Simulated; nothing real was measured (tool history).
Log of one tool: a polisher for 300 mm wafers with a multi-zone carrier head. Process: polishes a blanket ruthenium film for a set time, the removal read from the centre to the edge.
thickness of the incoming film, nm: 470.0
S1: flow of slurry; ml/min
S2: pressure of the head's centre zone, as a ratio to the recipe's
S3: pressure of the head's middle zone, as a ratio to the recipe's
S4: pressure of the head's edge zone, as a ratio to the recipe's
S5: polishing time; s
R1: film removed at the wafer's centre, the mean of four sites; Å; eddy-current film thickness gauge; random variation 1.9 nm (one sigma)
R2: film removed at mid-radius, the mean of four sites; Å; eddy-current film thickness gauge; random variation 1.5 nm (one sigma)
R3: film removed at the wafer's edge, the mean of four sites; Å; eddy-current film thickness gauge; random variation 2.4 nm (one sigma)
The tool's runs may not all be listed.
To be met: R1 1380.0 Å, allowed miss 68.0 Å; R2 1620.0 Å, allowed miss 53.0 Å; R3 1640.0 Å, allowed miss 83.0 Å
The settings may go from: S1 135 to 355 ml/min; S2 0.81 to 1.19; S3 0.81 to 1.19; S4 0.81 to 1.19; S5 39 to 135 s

run  hour   S1    S2    S3    S4   S5      R1      R2      R3
  1   0.0  225  1.00  1.00  1.00   87  1283.2  1288.7  1303.2
  2   2.6  225  1.00  1.00  1.00  102  1534.0  1543.9  1571.6
  3   7.1  270  1.00  1.00  1.00  102  1533.2  1569.3  1570.2
  4   8.9  270  0.97  1.01  1.02  102  1518.8  1545.8  1559.2
  5  12.9  270  1.05  1.01  1.02  102  1630.7  1541.4  1583.8
  6  15.2  320  1.05  1.01  1.02  102  1649.0  1597.5  1654.0
  7  21.3  320  1.05  1.01  1.02  102  1667.3  1591.2  1565.7
  8  29.5  305  0.99  1.01  1.03  103  1553.8  1611.6  1628.0
  9  36.2  305  0.96  1.01  1.04  103  1526.7  1614.2  1610.7
 10  43.7  300  0.92  1.00  1.05  103  1447.6  1588.8  1628.9

Which of these 4 next moves meets every target?
  A  51.2  310  0.99  1.04  1.09  101   ?   ?   ?
  B  51.2  340  0.95  1.05  0.98  104   ?   ?   ?
  C  51.2  280  0.85  0.99  1.00  106   ?   ?   ?
  D  51.2  295  0.95  0.99  0.99  106   ?   ?   ?

move      R1      R2      R3
   A  1588.7  1589.3  1605.4
   B  1581.8  1658.3  1577.5
   C  1416.3  1608.5  1605.4
   D  1592.1  1614.6  1602.9
A: further off than the last run
B: further off than the last run
C: meets every target
D: further off than the last run
The right move is C.

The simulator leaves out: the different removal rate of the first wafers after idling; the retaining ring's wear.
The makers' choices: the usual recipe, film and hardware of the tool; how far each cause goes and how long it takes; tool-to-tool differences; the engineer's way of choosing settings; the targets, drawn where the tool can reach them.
